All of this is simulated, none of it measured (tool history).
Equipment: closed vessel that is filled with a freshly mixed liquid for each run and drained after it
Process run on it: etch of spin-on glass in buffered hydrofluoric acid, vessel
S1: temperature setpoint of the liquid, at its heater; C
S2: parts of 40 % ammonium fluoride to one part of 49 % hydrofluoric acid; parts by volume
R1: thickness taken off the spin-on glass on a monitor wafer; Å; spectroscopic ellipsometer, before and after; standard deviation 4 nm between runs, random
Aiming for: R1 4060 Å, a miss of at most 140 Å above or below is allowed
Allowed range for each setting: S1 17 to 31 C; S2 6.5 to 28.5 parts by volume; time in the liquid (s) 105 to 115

{"run": 1, "hour": 0.0, "S1": 23, "S2": 17.5, "time in the liquid (s)": 105, "R1": 1277.2}
{"run": 2, "hour": 5.8, "S1": 25, "S2": 14.5, "time in the liquid (s)": 105, "R1": 1691.7}
{"run": 3, "hour": 8.7, "S1": 27.5, "S2": 14.5, "time in the liquid (s)": 105, "R1": 1956.8}
{"run": 4, "hour": 14.9, "S1": 28.5, "S2": 12.5, "time in the liquid (s)": 105, "R1": 2374.6}
{"run": 5, "hour": 17.4, "S1": 26.5, "S2": 12.5, "time in the liquid (s)": 105, "R1": 2140.9}
{"hour": 22.9, "done": "hydrofluoric acid flow meter replaced"}
{"run": 6, "hour": 22.9, "S1": 26.5, "S2": 12.5, "time in the liquid (s)": 115, "R1": 2612}
{"run": 7, "hour": 28.9, "S1": 27.5, "S2": 11.5, "time in the liquid (s)": 115, "R1": 2960.9}
{"run": 8, "hour": 37.2, "S1": 28.5, "S2": 11, "time in the liquid (s)": 115, "R1": 3292.1}
{"run": 9, "hour": 40.0, "S1": 28.5, "S2": 11, "time in the liquid (s)": 115, "R1": 3316.6}
{"run": 10, "hour": 41.2, "S1": 28.5, "S2": 11, "time in the liquid (s)": 115, "R1": 3258.1}
{"run": 11, "hour": 47.7, "S1": 29, "S2": 10.5, "time in the liquid (s)": 115, "R1": 3546.3}
{"run": 12, "hour": 55.8, "S1": 29.5, "S2": 10.5, "time in the liquid (s)": 115, "R1": 3630.2}
{"run": 13, "hour": 62.0, "S1": 30, "S2": 10.5, "time in the liquid (s)": 115, "R1": 3703.5}
{"run": 14, "hour": 63.3, "S1": 30.5, "S2": 10.5, "time in the liquid (s)": 115, "R1": 3785.3}

Exercise: of the 4 proposed moves below, exactly one satisfies all targets within the stated allowed misses. Which move is it?
{"run": "A", "hour": 64.6, "S1": 31, "S2": 10, "time in the liquid (s)": 115, "R1": "?"}
{"run": "B", "hour": 64.6, "S1": 30.5, "S2": 10.5, "time in the liquid (s)": 105, "R1": "?"}
{"run": "C", "hour": 64.6, "S1": 30, "S2": 10.5, "time in the liquid (s)": 105, "R1": "?"}
{"run": "D", "hour": 64.6, "S1": 30.5, "S2": 11, "time in the liquid (s)": 115, "R1": "?"}

move=A R1=4083.5
move=B R1=3464.3
move=C R1=3374.8
move=D R1=3626.4
A: every result within its allowed miss
B: moves away from the targets compared with the last run
C: moves away from the targets compared with the last run
D: moves away from the targets compared with the last run
Go with A: it meets all targets.
